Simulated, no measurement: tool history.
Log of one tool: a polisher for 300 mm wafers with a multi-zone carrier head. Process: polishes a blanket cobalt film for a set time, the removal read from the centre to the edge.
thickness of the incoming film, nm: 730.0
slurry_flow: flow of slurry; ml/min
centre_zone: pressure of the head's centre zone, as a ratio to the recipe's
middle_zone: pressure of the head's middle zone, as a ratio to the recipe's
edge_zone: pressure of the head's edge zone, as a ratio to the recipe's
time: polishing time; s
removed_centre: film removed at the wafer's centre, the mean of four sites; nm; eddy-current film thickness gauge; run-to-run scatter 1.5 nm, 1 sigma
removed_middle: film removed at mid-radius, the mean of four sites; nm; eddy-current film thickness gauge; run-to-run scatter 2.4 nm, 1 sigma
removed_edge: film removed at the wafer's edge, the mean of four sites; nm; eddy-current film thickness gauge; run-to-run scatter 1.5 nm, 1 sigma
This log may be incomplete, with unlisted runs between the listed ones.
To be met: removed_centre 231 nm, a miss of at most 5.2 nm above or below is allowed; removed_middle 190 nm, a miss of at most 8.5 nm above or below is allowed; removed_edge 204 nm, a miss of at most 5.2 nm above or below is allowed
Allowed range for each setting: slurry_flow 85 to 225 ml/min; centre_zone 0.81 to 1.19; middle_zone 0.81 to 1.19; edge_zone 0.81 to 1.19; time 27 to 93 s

Run 1, hour 0: slurry_flow 145 ml/min, centre_zone 1, middle_zone 1, edge_zone 1, time 59 s. Result: removed_centre 254.8 nm, removed_middle 259.26 nm, removed_edge 257.2 nm.
Run 2, hour 5.3: slurry_flow 140 ml/min, centre_zone 1.01, middle_zone 0.98, edge_zone 0.98, time 58 s. Result: removed_centre 251.17 nm, removed_middle 249.86 nm, removed_edge 254.22 nm.
Run 3, hour 7.7: slurry_flow 140 ml/min, centre_zone 1.03, middle_zone 0.97, edge_zone 0.97, time 56 s. Result: removed_centre 243.87 nm, removed_middle 233.84 nm, removed_edge 239.6 nm.
Run 4, hour 10.5: slurry_flow 140 ml/min, centre_zone 1.03, middle_zone 0.93, edge_zone 0.97, time 56 s. Result: removed_centre 248.3 nm, removed_middle 225.4 nm, removed_edge 242.28 nm.
Run 5, hour 19.5: slurry_flow 115 ml/min, centre_zone 1.03, middle_zone 0.93, edge_zone 0.97, time 56 s. Result: removed_centre 239.6 nm, removed_middle 223.43 nm, removed_edge 236.8 nm.
Run 6, hour 26.2: slurry_flow 115 ml/min, centre_zone 1, middle_zone 0.93, edge_zone 0.97, time 56 s. Result: removed_centre 232.64 nm, removed_middle 221.89 nm, removed_edge 240.03 nm.
Run 7, hour 31.3: slurry_flow 115 ml/min, centre_zone 1.01, middle_zone 0.92, edge_zone 0.95, time 55 s. Result: removed_centre 232.29 nm, removed_middle 214.91 nm, removed_edge 232.04 nm.
Run 8, hour 36.8: slurry_flow 115 ml/min, centre_zone 1.02, middle_zone 0.92, edge_zone 0.93, time 55 s. Result: removed_centre 231.49 nm, removed_middle 211.91 nm, removed_edge 227.17 nm.
Run 9, hour 38.3: slurry_flow 115 ml/min, centre_zone 1.03, middle_zone 0.92, edge_zone 0.92, time 55 s. Result: removed_centre 235.24 nm, removed_middle 216.89 nm, removed_edge 228.39 nm.
Run 10, hour 43: slurry_flow 115 ml/min, centre_zone 1.04, middle_zone 0.91, edge_zone 0.91, time 55 s. Result: removed_centre 238.41 nm, removed_middle 215.2 nm, removed_edge 229.46 nm.
Run 11, hour 47.7: slurry_flow 115 ml/min, centre_zone 1.04, middle_zone 0.91, edge_zone 0.91, time 55 s. Result: removed_centre 235.71 nm, removed_middle 217.85 nm, removed_edge 226.67 nm.
Run 12, hour 49.5: slurry_flow 115 ml/min, centre_zone 1.05, middle_zone 0.9, edge_zone 0.9, time 54 s. Result: removed_centre 239.54 nm, removed_middle 208.54 nm, removed_edge 221.43 nm.
Run 13, hour 52.9: slurry_flow 115 ml/min, centre_zone 1.05, middle_zone 0.89, edge_zone 0.89, time 54 s. Result: removed_centre 238.26 nm, removed_middle 208.83 nm, removed_edge 218.49 nm.
Run 14, hour 60.4: slurry_flow 115 ml/min, centre_zone 1.05, middle_zone 0.88, edge_zone 0.88, time 54 s. Result: removed_centre 237.87 nm, removed_middle 208.67 nm, removed_edge 218.64 nm.
Run 15, hour 63.4: slurry_flow 90 ml/min, centre_zone 1.08, middle_zone 0.82, edge_zone 0.81, time 52 s. Result: removed_centre 223.94 nm, removed_middle 182.81 nm, removed_edge 200.86 nm.

Which single option among these 5 for the next run brings every result within its allowed miss of target? Just one does.
Run A, hour 66.4: slurry_flow 85 ml/min, centre_zone 1.19, middle_zone 0.81, edge_zone 0.85, time 52 s. Result: removed_centre ?, removed_middle ?, removed_edge ?.
Run B, hour 66.4: slurry_flow 100 ml/min, centre_zone 1.04, middle_zone 0.9, edge_zone 0.84, time 51 s. Result: removed_centre ?, removed_middle ?, removed_edge ?.
Run C, hour 66.4: slurry_flow 90 ml/min, centre_zone 1.09, middle_zone 0.81, edge_zone 0.86, time 51 s. Result: removed_centre ?, removed_middle ?, removed_edge ?.
Run D, hour 66.4: slurry_flow 85 ml/min, centre_zone 1.04, middle_zone 0.81, edge_zone 0.88, time 56 s. Result: removed_centre ?, removed_middle ?, removed_edge ?.
Run E, hour 66.4: slurry_flow 115 ml/min, centre_zone 1.08, middle_zone 0.85, edge_zone 0.83, time 51 s. Result: removed_centre ?, removed_middle ?, removed_edge ?.

move  removed_centre  removed_middle  removed_edge
   A          245.74          176.34        204.46
   B          215.86          192.15        202.24
   C          222.57          174.36        202.64
   D          231.07          190.05        223.66
   E          228.92          187.03         203.9
A: the result that was furthest off in the last run now lies on the other side of its target
B: further off than the last run
C: further off than the last run
D: the worst result of the last run now meets its target, but another is out of spec
E: in spec on every target
E is the move that brings every result within its allowed miss.

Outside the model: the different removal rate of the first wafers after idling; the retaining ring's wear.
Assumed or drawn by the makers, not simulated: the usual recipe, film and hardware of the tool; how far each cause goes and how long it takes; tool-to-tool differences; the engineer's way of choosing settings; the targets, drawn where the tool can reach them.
